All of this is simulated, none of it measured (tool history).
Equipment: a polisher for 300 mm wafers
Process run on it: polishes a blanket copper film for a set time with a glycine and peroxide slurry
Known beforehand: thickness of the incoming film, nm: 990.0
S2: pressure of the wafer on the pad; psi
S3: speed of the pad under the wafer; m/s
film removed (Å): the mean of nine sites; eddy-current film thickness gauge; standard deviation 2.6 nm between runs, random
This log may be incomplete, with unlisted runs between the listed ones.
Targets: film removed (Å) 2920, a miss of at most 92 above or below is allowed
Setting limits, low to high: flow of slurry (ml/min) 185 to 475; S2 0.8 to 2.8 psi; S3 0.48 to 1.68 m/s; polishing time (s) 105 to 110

Run 1, hour 0: flow of slurry (ml/min) 305, S2 1.8 psi, S3 1.08 m/s, polishing time (s) 105. Result: film removed (Å) 3728.9.
Run 2, hour 0.6: flow of slurry (ml/min) 305, S2 1.8 psi, S3 1.08 m/s, polishing time (s) 110. Result: film removed (Å) 3855.5.
Run 3, hour 6.8: flow of slurry (ml/min) 305, S2 1.8 psi, S3 1.08 m/s, polishing time (s) 110. Result: film removed (Å) 3911.
Run 4, hour 14.5: flow of slurry (ml/min) 305, S2 1.8 psi, S3 1.08 m/s, polishing time (s) 105. Result: film removed (Å) 3742.9.
Run 5, hour 17.5: flow of slurry (ml/min) 305, S2 1.7 psi, S3 1.08 m/s, polishing time (s) 105. Result: film removed (Å) 3618.5.
Run 6, hour 20.3: flow of slurry (ml/min) 305, S2 1.9 psi, S3 1.08 m/s, polishing time (s) 105. Result: film removed (Å) 3893.6.
Run 7, hour 25.4: flow of slurry (ml/min) 305, S2 1.7 psi, S3 1.08 m/s, polishing time (s) 105. Result: film removed (Å) 3568.8.
Run 8, hour 27.6: flow of slurry (ml/min) 305, S2 1.6 psi, S3 1.08 m/s, polishing time (s) 105. Result: film removed (Å) 3488.5.
Run 9, hour 33.7: flow of slurry (ml/min) 305, S2 1.5 psi, S3 1.08 m/s, polishing time (s) 105. Result: film removed (Å) 3347.6.
Run 10, hour 41.6: flow of slurry (ml/min) 305, S2 1.4 psi, S3 1.08 m/s, polishing time (s) 105. Result: film removed (Å) 3197.4.
Run 11, hour 46.2: flow of slurry (ml/min) 305, S2 1.3 psi, S3 1.08 m/s, polishing time (s) 105. Result: film removed (Å) 3096.9.

Which single option among these 4 for the next run brings every result within its allowed miss of target? Just one does.
Run A, hour 50.8: flow of slurry (ml/min) 290, S2 1.4 psi, S3 1.14 m/s, polishing time (s) 109. Result: film removed (Å) ?.
Run B, hour 50.8: flow of slurry (ml/min) 340, S2 1.3 psi, S3 1.08 m/s, polishing time (s) 105. Result: film removed (Å) ?.
Run C, hour 50.8: flow of slurry (ml/min) 240, S2 1.2 psi, S3 1.06 m/s, polishing time (s) 106. Result: film removed (Å) ?.
Run D, hour 50.8: flow of slurry (ml/min) 345, S2 1.2 psi, S3 1.14 m/s, polishing time (s) 110. Result: film removed (Å) ?.

move  film removed (Å)
   A            3443.8
   B            3114.6
   C            2881.3
   D            3237.3
A: lands further from the targets than the last run did
B: lands further from the targets than the last run did
C: all results land within tolerance of their targets
D: lands further from the targets than the last run did
So the answer is move C, the one that meets all the targets.

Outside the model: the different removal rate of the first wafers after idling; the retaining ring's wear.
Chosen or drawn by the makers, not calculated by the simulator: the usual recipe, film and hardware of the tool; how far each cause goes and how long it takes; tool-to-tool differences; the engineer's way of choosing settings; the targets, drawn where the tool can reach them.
